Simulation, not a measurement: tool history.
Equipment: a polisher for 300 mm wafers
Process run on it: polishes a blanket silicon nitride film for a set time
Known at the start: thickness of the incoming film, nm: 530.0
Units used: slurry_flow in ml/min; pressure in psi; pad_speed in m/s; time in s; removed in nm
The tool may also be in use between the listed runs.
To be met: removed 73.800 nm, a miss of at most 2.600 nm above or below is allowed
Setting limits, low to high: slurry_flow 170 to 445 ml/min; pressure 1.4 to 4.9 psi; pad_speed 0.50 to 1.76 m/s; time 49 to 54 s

run	hour	slurry_flow	pressure	pad_speed	time	removed
1	0.0	285	3.1	1.12	54	104.240
2	6.9	285	2.9	1.12	54	98.743
3	10.9	350	2.9	1.12	54	99.404
4	19.8	350	2.7	1.12	54	93.947
5	21.5	350	2.6	1.12	54	89.840
6	22.4	350	2.6	1.12	54	90.318
7	23.3	350	2.5	1.12	54	86.349
8	28.3	350	2.4	1.12	54	83.956
9	31.4	350	2.4	1.12	54	82.484
10	36.9	350	2.0	1.12	54	69.906
11	44.1	355	2.0	1.12	54	69.427

Below are 5 possible settings for the next run. Only one of them brings all results inside the allowed miss of their targets. Which is it?
A	51.3	365	2.2	1.08	54	?
B	51.3	380	2.4	1.04	54	?
C	51.3	300	2.2	1.24	54	?
D	51.3	395	2.4	1.08	52	?
E	51.3	380	2.3	1.16	54	?

move	removed
A	74.238
B	78.547
C	81.495
D	78.179
E	82.283
A: every result within its allowed miss
B: the result that was furthest off in the last run now lies on the other side of its target
C: the result that was furthest off in the last run now lies on the other side of its target
D: the result that was furthest off in the last run now lies on the other side of its target
E: the result that was furthest off in the last run now lies on the other side of its target
Go with A: it meets all targets.
